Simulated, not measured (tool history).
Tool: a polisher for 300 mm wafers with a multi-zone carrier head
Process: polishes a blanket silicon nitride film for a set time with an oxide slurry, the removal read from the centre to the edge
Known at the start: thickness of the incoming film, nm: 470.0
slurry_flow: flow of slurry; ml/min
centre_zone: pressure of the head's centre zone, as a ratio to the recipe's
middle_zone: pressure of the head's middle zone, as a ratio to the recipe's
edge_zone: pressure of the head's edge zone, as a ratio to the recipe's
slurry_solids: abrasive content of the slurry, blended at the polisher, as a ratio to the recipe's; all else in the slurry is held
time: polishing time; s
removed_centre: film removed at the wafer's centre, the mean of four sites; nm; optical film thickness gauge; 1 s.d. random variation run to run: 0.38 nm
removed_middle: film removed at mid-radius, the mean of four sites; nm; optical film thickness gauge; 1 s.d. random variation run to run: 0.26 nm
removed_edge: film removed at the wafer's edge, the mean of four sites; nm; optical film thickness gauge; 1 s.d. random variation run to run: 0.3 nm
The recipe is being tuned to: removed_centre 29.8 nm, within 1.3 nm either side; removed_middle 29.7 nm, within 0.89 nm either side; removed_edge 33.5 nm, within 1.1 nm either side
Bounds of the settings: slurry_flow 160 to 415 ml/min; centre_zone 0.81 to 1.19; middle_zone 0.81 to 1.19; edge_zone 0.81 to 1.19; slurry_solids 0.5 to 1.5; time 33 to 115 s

| run | hour | slurry_flow | centre_zone | middle_zone | edge_zone | slurry_solids | time | removed_centre | removed_middle | removed_edge |
|---|---|---|---|---|---|---|---|---|---|---|
| 1 | 0 | 265 | 1 | 1 | 1 | 1 | 73 | 35.144 | 35.002 | 37.18 |
| 2 | 5.3 | 265 | 1 | 1 | 1 | 1 | 84 | 39.498 | 39.427 | 41.989 |
| 3 | 11.5 | 260 | 0.98 | 0.97 | 0.97 | 0.9 | 84 | 35.648 | 36.031 | 38.83 |
| 4 | 17.2 | 255 | 0.97 | 0.94 | 0.94 | 0.9 | 84 | 35.495 | 34.872 | 38.584 |
| 5 | 20.1 | 250 | 0.96 | 0.93 | 0.92 | 0.85 | 84 | 33.734 | 32.874 | 35.741 |
| 6 | 25.3 | 250 | 1 | 0.93 | 0.92 | 0.85 | 84 | 36.725 | 33.633 | 35.998 |
| 7 | 29.3 | 240 | 0.98 | 0.92 | 0.91 | 0.85 | 84 | 35.2 | 32.555 | 35.913 |
| 8 | 30.7 | 210 | 0.88 | 0.91 | 0.83 | 0.75 | 84 | 27.217 | 28.827 | 30.658 |
| 9 | 39.6 | 225 | 0.89 | 0.9 | 0.85 | 0.75 | 84 | 29.056 | 28.834 | 31.228 |
| 10 | 43.5 | 230 | 0.89 | 0.9 | 0.87 | 0.75 | 84 | 28.466 | 29.486 | 32.083 |
| 11 | 50.5 | 235 | 0.89 | 0.89 | 0.88 | 0.75 | 84 | 27.741 | 29.125 | 31.805 |
| 12 | 51.3 | 240 | 0.9 | 0.88 | 0.89 | 0.75 | 84 | 29.032 | 28.217 | 32.084 |

Which one of the following 5 next-run settings gets every result inside its allowed miss? There is exactly one.
| A | 52.1 | 270 | 0.88 | 0.88 | 0.88 | 0.65 | 99 | ? | ? | ? |
| B | 52.1 | 240 | 0.89 | 0.88 | 0.87 | 0.75 | 82 | ? | ? | ? |
| C | 52.1 | 235 | 0.95 | 0.91 | 0.82 | 0.75 | 81 | ? | ? | ? |
| D | 52.1 | 240 | 1.03 | 0.88 | 0.86 | 0.6 | 98 | ? | ? | ? |
| E | 52.1 | 330 | 0.95 | 0.81 | 0.96 | 0.6 | 95 | ? | ? | ? |

| move | removed_centre | removed_middle | removed_edge |
|---|---|---|---|
| A | 29.785 | 29.78 | 33.447 |
| B | 28.037 | 27.755 | 31.109 |
| C | 29.5 | 28.11 | 29.843 |
| D | 31.279 | 26.705 | 29.795 |
| E | 28.98 | 25.006 | 31.232 |
A: every result within its allowed miss
B: misses by more than the last run did
C: misses by more than the last run did
D: misses by more than the last run did
E: misses by more than the last run did
So the answer is move A, the one that meets all the targets.
